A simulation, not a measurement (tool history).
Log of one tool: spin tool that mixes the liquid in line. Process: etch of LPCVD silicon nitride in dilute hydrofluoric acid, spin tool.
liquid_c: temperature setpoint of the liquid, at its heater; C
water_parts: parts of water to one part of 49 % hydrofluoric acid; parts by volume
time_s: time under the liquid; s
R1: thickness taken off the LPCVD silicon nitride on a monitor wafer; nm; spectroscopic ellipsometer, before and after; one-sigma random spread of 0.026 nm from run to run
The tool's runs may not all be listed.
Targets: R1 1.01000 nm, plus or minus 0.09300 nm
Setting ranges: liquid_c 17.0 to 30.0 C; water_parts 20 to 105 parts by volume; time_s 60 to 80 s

run 1 day=0.000 | liquid_c=22.0 water_parts=55 time_s=80 | R1=0.62084
run 2 day=0.142 | liquid_c=22.0 water_parts=55 time_s=80 | R1=0.58754
run 3 day=0.304 | liquid_c=22.0 water_parts=75 time_s=80 | R1=0.45631
run 4 day=0.458 | liquid_c=23.0 water_parts=70 time_s=80 | R1=0.49837
run 5 day=0.604 | liquid_c=23.5 water_parts=65 time_s=80 | R1=0.55093
run 6 day=0.879 | liquid_c=23.5 water_parts=65 time_s=60 | R1=0.41892
run 7 day=0.933 | liquid_c=23.5 water_parts=60 time_s=65 | R1=0.50604
run 8 day=1.100 | liquid_c=23.5 water_parts=55 time_s=65 | R1=0.52080
run 9 day=1.171 | liquid_c=27.5 water_parts=30 time_s=75 | R1=1.54210

Exactly one of the 4 candidate moves below puts every result within its allowed miss. Which one?
run A day=1.242 | liquid_c=24.5 water_parts=35 time_s=75 | R1=?
run B day=1.242 | liquid_c=29.0 water_parts=30 time_s=60 | R1=?
run C day=1.242 | liquid_c=26.0 water_parts=35 time_s=80 | R1=?
run D day=1.242 | liquid_c=27.0 water_parts=30 time_s=65 | R1=?

move=A R1=1.03550
move=B R1=1.29900
move=C R1=1.22220
move=D R1=1.23240
A: every result within its allowed miss
B: gains on the last run, yet a result remains outside its allowed miss
C: gains on the last run, yet a result remains outside its allowed miss
D: gains on the last run, yet a result remains outside its allowed miss
Correct choice: A, which meets every target
